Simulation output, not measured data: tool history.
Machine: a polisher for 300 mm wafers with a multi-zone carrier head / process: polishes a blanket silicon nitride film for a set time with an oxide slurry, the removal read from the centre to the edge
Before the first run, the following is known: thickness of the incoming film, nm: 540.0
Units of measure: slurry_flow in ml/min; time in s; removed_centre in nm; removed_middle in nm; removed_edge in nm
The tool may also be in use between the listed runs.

| run | day | slurry_flow | centre_zone | middle_zone | edge_zone | slurry_solids | time | removed_centre | removed_middle | removed_edge |
|---|---|---|---|---|---|---|---|---|---|---|
| 1 | 0.000 | 310 | 1.00 | 1.00 | 1.00 | 1.00 | 89 | 52.920 | 56.938 | 56.506 |
| 2 | 0.358 | 310 | 1.00 | 1.04 | 1.00 | 1.00 | 89 | 52.519 | 59.084 | 55.815 |
| 3 | 0.662 | 310 | 1.00 | 1.01 | 1.00 | 1.00 | 89 | 53.579 | 57.667 | 56.455 |
| 4 | 0.900 | 310 | 1.02 | 1.00 | 1.01 | 1.05 | 90 | 57.082 | 57.331 | 58.529 |
|  | 0.975 | centre zone pressure recalibrated |
| 5 | 0.975 | 310 | 1.03 | 1.01 | 1.02 | 1.10 | 92 | 62.425 | 61.780 | 61.126 |
| 6 | 1.333 | 310 | 1.03 | 1.01 | 1.02 | 1.10 | 106 | 72.621 | 70.868 | 69.608 |

Run 7 comes next. What will it give?
| 7 | 1.475 | 310 | 1.03 | 1.00 | 1.04 | 1.15 | 106 | ? | ? | ? |

Run 7 came out at removed_centre 75.504 nm, removed_middle 71.505 nm, removed_edge 71.711 nm.
